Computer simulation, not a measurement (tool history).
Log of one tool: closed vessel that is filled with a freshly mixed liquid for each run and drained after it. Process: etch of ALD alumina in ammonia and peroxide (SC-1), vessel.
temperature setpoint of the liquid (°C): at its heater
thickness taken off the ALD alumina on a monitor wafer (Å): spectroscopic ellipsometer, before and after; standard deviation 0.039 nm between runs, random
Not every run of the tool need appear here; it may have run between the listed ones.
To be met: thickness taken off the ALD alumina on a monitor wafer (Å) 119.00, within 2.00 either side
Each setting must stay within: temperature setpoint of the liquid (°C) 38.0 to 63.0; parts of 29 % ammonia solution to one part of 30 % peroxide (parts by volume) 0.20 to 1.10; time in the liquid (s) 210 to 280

run	day	temperature setpoint of the liquid (°C)	parts of 29 % ammonia solution to one part of 30 % peroxide (parts by volume)	time in the liquid (s)	thickness taken off the ALD alumina on a monitor wafer (Å)
1	0.000	47.0	0.60	280	171.34
2	0.112	41.5	0.60	280	124.65
3	0.417	48.0	0.60	280	181.24
4	0.504	48.0	0.60	210	134.56
5	0.888	48.0	0.60	210	136.00
6	0.950	47.5	0.60	210	132.09
7	1.088	47.0	0.60	210	128.69
8	1.483	46.5	0.60	210	125.01
9	1.879	46.0	0.60	210	121.19

Pick the move, out of 5, that brings all results within their allowed miss; only one does.
A	2.275	43.0	0.60	245	?
B	2.275	46.0	0.55	220	?
C	2.275	45.0	0.50	230	?
D	2.275	41.0	0.65	260	?
E	2.275	43.0	0.90	225	?

move	thickness taken off the ALD alumina on a monitor wafer (Å)
A	118.07
B	124.81
C	122.17
D	112.39
E	112.71
A: meets every target
B: moves away from the targets compared with the last run
C: moves away from the targets compared with the last run
D: pushes the last run's worst result past its target
E: pushes the last run's worst result past its target
A is the move that brings every result within its allowed miss.
